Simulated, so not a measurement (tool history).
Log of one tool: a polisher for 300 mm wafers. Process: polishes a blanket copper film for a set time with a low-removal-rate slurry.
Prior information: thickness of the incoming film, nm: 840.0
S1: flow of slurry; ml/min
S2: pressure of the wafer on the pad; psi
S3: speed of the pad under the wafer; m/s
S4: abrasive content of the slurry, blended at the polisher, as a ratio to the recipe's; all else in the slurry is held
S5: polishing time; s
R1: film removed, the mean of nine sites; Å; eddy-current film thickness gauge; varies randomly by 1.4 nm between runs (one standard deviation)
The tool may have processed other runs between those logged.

run  hour   S1   S2    S3  S4  S5      R1
  1     0  305  3.2   0.9   1  67  1841.8
  2   5.4  305  2.7  0.88   1  67  1555.6
  3   6.3  305  2.7  0.96   1  67    1683
  4  14.1  305    3  0.96   1  67  1858.4
  5    20  305  2.6  0.94   1  67  1625.6
  6  23.9  305  2.1  0.94   1  67  1333.9
  7  28.5  305  1.9  0.94   1  67  1247.9
  8  30.6  305  1.8  0.94   1  67  1177.5

Run 9 comes next. What will it give?
  9  34.2  305  1.7  0.94   1  67   ?

Run 9 measured R1 1152 Å.

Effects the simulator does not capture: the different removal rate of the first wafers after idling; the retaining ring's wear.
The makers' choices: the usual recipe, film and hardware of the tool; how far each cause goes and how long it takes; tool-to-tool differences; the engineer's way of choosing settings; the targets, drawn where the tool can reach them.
